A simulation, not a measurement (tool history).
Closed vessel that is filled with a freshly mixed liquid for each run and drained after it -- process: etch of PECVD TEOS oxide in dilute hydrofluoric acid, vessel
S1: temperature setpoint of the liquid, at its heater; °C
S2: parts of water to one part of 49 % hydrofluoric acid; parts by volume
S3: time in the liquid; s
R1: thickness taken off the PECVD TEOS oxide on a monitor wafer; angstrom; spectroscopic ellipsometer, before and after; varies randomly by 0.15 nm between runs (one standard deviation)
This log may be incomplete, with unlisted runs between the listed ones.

{"run": 1, "hour": 0.0, "S1": 22, "S2": 95, "S3": 85, "R1": 120.42}
{"run": 2, "hour": 3.3, "S1": 24, "S2": 85, "S3": 85, "R1": 147.69}
{"run": 3, "hour": 5.4, "S1": 25.5, "S2": 80, "S3": 85, "R1": 167.09}
{"run": 4, "hour": 12.7, "S1": 25.5, "S2": 80, "S3": 85, "R1": 169.54}
{"run": 5, "hour": 14.3, "S1": 25.5, "S2": 80, "S3": 70, "R1": 139.02}
{"run": 6, "hour": 21.1, "S1": 27, "S2": 80, "S3": 70, "R1": 146.45}
{"run": 7, "hour": 22.7, "S1": 27.5, "S2": 70, "S3": 70, "R1": 175.01}
{"run": 8, "hour": 27.8, "S1": 27.5, "S2": 70, "S3": 70, "R1": 172.23}
{"hour": 28.3, "done": "thermometer replaced"}
{"run": 9, "hour": 28.3, "S1": 30, "S2": 45, "S3": 70, "R1": 328.13}
{"run": 10, "hour": 30.1, "S1": 28.5, "S2": 45, "S3": 70, "R1": 309.85}

The next listed run, before its measurement:
{"run": 11, "hour": 37.5, "S1": 26, "S2": 45, "S3": 70, "R1": "?"}

R1: 275.2 angstrom
